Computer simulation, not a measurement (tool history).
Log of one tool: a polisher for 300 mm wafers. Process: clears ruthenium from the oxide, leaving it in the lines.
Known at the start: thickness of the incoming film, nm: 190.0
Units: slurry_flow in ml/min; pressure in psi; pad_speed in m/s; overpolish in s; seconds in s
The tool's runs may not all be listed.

run,day,slurry_flow,pressure,pad_speed,overpolish,seconds
1,0.000,230,2.7,1.14,6,125.40
2,0.171,175,2.7,1.14,6,131.75
3,0.325,180,2.8,1.14,6,123.14
4,0.425,180,2.9,1.14,6,124.03
5,0.496,185,3.0,1.14,6,117.22
6,0.754,190,3.1,1.14,6,114.55
7,1.096,195,3.2,1.14,6,108.86

The next listed run, before its measurement:
8,1.383,200,3.3,1.14,6,?

seconds: 106.68 s
